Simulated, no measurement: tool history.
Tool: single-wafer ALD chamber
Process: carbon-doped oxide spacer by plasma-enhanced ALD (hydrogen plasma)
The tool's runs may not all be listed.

| run | day | heater temperature setpoint (deg C) | number of ALD cycles (cycles) | mean film thickness on the monitor wafer (angstrom) |
|---|---|---|---|---|
| 1 | 0 | 420 | 605 | 268.47 |
| 2 | 0.117 | 420 | 570 | 252.91 |
| 3 | 0.383 | 420 | 519 | 229.19 |
| 4 | 0.488 | 420 | 579 | 255.5 |
| 5 | 0.875 | 427 | 579 | 250.75 |
| 6 | 1.233 | 423 | 605 | 264.36 |
| 7 | 1.65 | 419 | 625 | 276.96 |
| 8 | 1.938 | 416 | 643 | 289.19 |

Run 9 comes next. What will it give?
| 9 | 2.342 | 413 | 655 | ? |

Run 9 gave mean film thickness on the monitor wafer (angstrom) 296.59.
